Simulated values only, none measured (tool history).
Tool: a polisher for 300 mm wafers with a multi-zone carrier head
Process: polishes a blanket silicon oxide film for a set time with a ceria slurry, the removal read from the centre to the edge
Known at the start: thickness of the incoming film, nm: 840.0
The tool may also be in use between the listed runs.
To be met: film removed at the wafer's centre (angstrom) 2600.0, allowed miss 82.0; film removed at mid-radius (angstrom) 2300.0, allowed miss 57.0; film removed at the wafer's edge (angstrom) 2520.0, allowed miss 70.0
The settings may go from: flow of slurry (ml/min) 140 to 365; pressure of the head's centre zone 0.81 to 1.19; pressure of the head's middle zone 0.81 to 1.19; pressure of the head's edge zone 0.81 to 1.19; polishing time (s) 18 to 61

run  hour  flow of slurry (ml/min)  pressure of the head's centre zone  pressure of the head's middle zone  pressure of the head's edge zone  polishing time (s)  film removed at the wafer's centre (angstrom)  film removed at mid-radius (angstrom)  film removed at the wafer's edge (angstrom)
  1   0.0                      235                                1.00                                1.00                              1.00                  39                                         2083.4                                 2033.9                                       2092.0
  2   1.3                      235                                1.00                                1.00                              0.92                  39                                         2108.3                                 2036.9                                       2021.2
  3   6.2                      235                                1.00                                1.00                              0.92                  33                                         1754.4                                 1711.8                                       1709.5
  4  14.4                      280                                1.00                                1.00                              0.92                  33                                         1818.0                                 1726.9                                       1722.6
  5  19.2                      270                                1.02                                1.00                              0.98                  36                                         2031.4                                 1883.1                                       1943.2
  6  27.9                      265                                1.04                                1.01                              1.03                  38                                         2160.3                                 2007.2                                       2062.7
  7  31.0                      270                                1.05                                1.00                              1.07                  40                                         2300.9                                 2086.0                                       2242.1
  8  38.5                      280                                1.06                                1.01                              1.10                  41                                         2435.5                                 2185.3                                       2317.7
  9  45.0                      285                                1.06                                1.01                              1.12                  42                                         2423.0                                 2234.4                                       2388.0
 10  53.9                      285                                1.07                                1.01                              1.14                  42                                         2510.5                                 2237.4                                       2437.6
 11  55.0                      290                                1.07                                1.01                              1.15                  42                                         2438.2                                 2218.2                                       2410.0
 12  60.6                      290                                1.08                                1.01                              1.16                  42                                         2482.4                                 2239.5                                       2450.0
 13  64.0                      295                                1.09                                1.01                              1.17                  42                                         2521.8                                 2243.5                                       2466.4

Which of these 5 next moves meets every target?
  A  67.4                      265                                1.04                                1.01                              1.16                  43                                              ?                                      ?                                            ?
  B  67.4                      265                                1.10                                0.91                              1.16                  44                                              ?                                      ?                                            ?
  C  67.4                      340                                1.12                                1.04                              1.19                  42                                              ?                                      ?                                            ?
  D  67.4                      280                                1.00                                0.95                              1.19                  44                                              ?                                      ?                                            ?
  E  67.4                      285                                1.09                                0.92                              1.19                  44                                              ?                                      ?                                            ?

move  film removed at the wafer's centre (angstrom)  film removed at mid-radius (angstrom)  film removed at the wafer's edge (angstrom)
   A                                         2431.3                                 2284.8                                       2513.1
   B                                         2630.6                                 2141.5                                       2575.0
   C                                         2623.6                                 2338.5                                       2529.3
   D                                         2404.7                                 2232.7                                       2618.7
   E                                         2627.0                                 2176.3                                       2623.0
A: brings the result that was furthest off to its target, and leaves another outside
B: further off than the last run
C: meets every target
D: further off than the last run
E: further off than the last run
The right move is C.
